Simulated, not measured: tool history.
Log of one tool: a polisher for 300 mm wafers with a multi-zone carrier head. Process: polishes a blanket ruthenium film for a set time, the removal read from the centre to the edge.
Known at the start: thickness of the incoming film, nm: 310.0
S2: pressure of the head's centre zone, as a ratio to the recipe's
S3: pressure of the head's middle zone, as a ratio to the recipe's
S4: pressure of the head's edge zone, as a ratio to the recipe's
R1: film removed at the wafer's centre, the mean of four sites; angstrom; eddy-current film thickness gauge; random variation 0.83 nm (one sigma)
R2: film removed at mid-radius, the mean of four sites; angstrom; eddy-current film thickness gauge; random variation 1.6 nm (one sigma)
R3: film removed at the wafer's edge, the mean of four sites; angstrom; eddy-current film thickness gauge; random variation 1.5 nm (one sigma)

{"run": 1, "hour": 0.0, "flow of slurry (ml/min)": 270, "S2": 1.0, "S3": 1.0, "S4": 1.0, "polishing time (s)": 40, "R1": 859.46, "R2": 770.88, "R3": 826.05}
{"run": 2, "hour": 7.3, "flow of slurry (ml/min)": 270, "S2": 0.97, "S3": 1.0, "S4": 1.0, "polishing time (s)": 40, "R1": 822.62, "R2": 782.65, "R3": 821.89}
{"run": 3, "hour": 12.1, "flow of slurry (ml/min)": 280, "S2": 0.98, "S3": 1.05, "S4": 1.02, "polishing time (s)": 43, "R1": 901.94, "R2": 879.5, "R3": 896.25}
{"run": 4, "hour": 13.2, "flow of slurry (ml/min)": 280, "S2": 0.98, "S3": 1.02, "S4": 1.02, "polishing time (s)": 43, "R1": 897.7, "R2": 858.98, "R3": 874.9}
{"run": 5, "hour": 16.4, "flow of slurry (ml/min)": 280, "S2": 0.98, "S3": 0.97, "S4": 1.02, "polishing time (s)": 43, "R1": 890.58, "R2": 825.88, "R3": 892.16}
{"run": 6, "hour": 23.8, "flow of slurry (ml/min)": 280, "S2": 0.98, "S3": 0.97, "S4": 1.02, "polishing time (s)": 49, "R1": 1018.3, "R2": 937.29, "R3": 1012.9}
{"run": 7, "hour": 24.6, "flow of slurry (ml/min)": 290, "S2": 0.98, "S3": 1.02, "S4": 1.04, "polishing time (s)": 50, "R1": 1043.2, "R2": 1008.3, "R3": 1041.7}
{"run": 8, "hour": 27.7, "flow of slurry (ml/min)": 295, "S2": 0.98, "S3": 1.05, "S4": 1.05, "polishing time (s)": 51, "R1": 1060.9, "R2": 1047.9, "R3": 1093.9}
{"run": 9, "hour": 36.6, "flow of slurry (ml/min)": 300, "S2": 0.98, "S3": 1.08, "S4": 1.04, "polishing time (s)": 51, "R1": 1064.6, "R2": 1068.1, "R3": 1065.5}

Forecast run 10:
{"run": 10, "hour": 40.2, "flow of slurry (ml/min)": 300, "S2": 0.98, "S3": 1.1, "S4": 1.04, "polishing time (s)": 51, "R1": "?", "R2": "?", "R3": "?"}

Run 10 gave R1 1080.20 angstrom, R2 1115.60 angstrom, R3 1068.30 angstrom.

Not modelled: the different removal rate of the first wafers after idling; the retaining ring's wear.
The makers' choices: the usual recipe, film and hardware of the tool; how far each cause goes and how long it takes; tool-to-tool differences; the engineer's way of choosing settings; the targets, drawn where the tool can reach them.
